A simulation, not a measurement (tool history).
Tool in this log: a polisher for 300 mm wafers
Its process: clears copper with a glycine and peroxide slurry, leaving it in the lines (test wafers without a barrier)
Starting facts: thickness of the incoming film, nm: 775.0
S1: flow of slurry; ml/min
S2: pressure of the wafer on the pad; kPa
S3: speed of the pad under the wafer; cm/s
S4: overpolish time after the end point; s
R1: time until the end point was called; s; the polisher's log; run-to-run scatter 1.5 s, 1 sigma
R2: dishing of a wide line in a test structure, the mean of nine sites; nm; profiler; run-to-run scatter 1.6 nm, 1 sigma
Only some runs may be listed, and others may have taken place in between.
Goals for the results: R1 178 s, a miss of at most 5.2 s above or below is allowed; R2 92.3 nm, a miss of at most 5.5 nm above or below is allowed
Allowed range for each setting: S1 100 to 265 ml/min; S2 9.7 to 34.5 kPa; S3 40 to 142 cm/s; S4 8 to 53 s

run    day   S1    S2  S3  S4      R1      R2
  1      0  170  22.1  90  27  153.44   76.19
  2  0.308  170  22.1  90  28  151.99  78.199
  3  0.608  170  22.1  72  28  184.41   70.33
  4  0.767  170  22.1  72  29  183.77  71.752
  5  1.075  135  22.1  72  29  190.88  70.904
  6  1.346  135  22.1  72  20  192.33   55.68
  7  1.642  140  22.1  72  22  188.11  58.381
  8  1.962  145  22.1  72  24  188.35  63.842
  9  2.233  145  22.1  72  25   187.5  64.469
 10  2.404  145  22.1  72  26  189.94   67.17
 11  2.575  145  22.1  72  27   186.1  66.286

Pick the move, out of 5, that brings all results within their allowed miss; only one does.
  A  2.746  160  23.4  70  44   ?   ?
  B  2.746  125  26.2  68  20   ?   ?
  C  2.746  265  28.3  50  48   ?   ?
  D  2.746  165  20.7  70  27   ?   ?
  E  2.746  135  22.1  70  42   ?   ?

move      R1      R2
   A  177.12  90.019
   B  174.61  58.466
   C  185.66    94.5
   D  194.46   66.44
   E  192.35  85.152
A: every result lands within tolerance
B: moves away from the targets compared with the last run
C: the furthest-off result lands on target, but another misses its tolerance
D: about the same distance from the targets as the last run
E: closer than the last run, but not yet in spec
So the answer is move A, the one that meets all the targets.
